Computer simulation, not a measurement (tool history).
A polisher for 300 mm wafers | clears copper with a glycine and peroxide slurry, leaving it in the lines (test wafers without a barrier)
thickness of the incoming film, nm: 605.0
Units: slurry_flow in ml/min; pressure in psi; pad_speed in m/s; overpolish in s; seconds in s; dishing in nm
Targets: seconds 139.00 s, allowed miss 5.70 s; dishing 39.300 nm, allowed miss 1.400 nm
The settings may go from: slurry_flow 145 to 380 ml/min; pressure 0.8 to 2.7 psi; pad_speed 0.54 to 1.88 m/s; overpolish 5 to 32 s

run  hour  slurry_flow  pressure  pad_speed  overpolish  seconds  dishing
  1   0.0          245       1.7       1.20          16   122.37   53.418
  2   1.4          250       1.6       1.20          15   131.73   48.701
  3   2.8          250       1.6       1.20          14   127.32   45.602
  4  11.5          250       2.0       1.20          14   108.20   53.678
  5  19.9          250       1.8       1.20          13   118.81   47.155
  6  28.3          250       2.1       1.20          13   103.24   51.566
  7  34.5          250       1.9       1.20          13   111.72   48.787
  8  39.6          250       1.7       1.20          13   125.05   44.958
  9  44.1          250       1.6       1.20          13   129.07   43.589
 10  47.2          250       1.5       1.20          13   134.94   40.960

Which of these 5 next moves meets every target?
  A  50.3          320       2.0       0.88          13        ?        ?
  B  50.3          205       1.7       0.94          14        ?        ?
  C  50.3          230       1.3       1.36          13        ?        ?
  D  50.3          255       1.6       1.22          13        ?        ?
  E  50.3          305       1.2       1.38          15        ?        ?

move  seconds  dishing
   A   130.20   42.788
   B   147.86   40.562
   C   137.32   39.690
   D   125.24   43.457
   E   139.77   43.882
A: further off than the last run
B: brings the result that was furthest off to its target, and leaves another outside
C: meets every target
D: further off than the last run
E: further off than the last run
Answer: C

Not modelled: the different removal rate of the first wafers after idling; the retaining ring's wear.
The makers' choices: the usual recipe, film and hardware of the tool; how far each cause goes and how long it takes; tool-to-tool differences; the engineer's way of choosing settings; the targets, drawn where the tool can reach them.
